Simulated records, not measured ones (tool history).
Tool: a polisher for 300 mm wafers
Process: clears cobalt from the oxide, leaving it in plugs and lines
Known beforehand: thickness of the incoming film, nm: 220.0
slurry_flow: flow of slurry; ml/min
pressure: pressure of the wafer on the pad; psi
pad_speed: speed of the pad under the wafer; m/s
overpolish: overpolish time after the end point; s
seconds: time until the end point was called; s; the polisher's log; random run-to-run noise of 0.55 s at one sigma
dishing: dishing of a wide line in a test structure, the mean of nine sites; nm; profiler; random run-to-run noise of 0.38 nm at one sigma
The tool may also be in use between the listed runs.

run	day	slurry_flow	pressure	pad_speed	overpolish	seconds	dishing
1	0.000	165	1.6	0.76	18	77.019	34.980
2	0.167	165	1.6	0.86	18	69.121	37.714
3	0.467	165	1.9	0.86	18	57.840	41.981
4	0.808	165	1.9	0.86	11	56.733	30.002
5	0.908	165	1.9	0.86	14	55.993	35.589
6	1.154	165	2.2	0.86	14	49.269	38.838
7	1.308	170	2.2	0.86	14	50.079	39.369
8	1.554	165	2.3	0.86	13	48.588	38.073
9	1.725	170	2.3	0.86	13	48.347	38.723
10	1.988	170	2.3	0.86	13	48.717	37.933

Predict the results of run 11:
11	2.129	170	2.3	0.86	13	?	?

{"run 11": {"seconds": 48.468, "dishing": 38.946}}
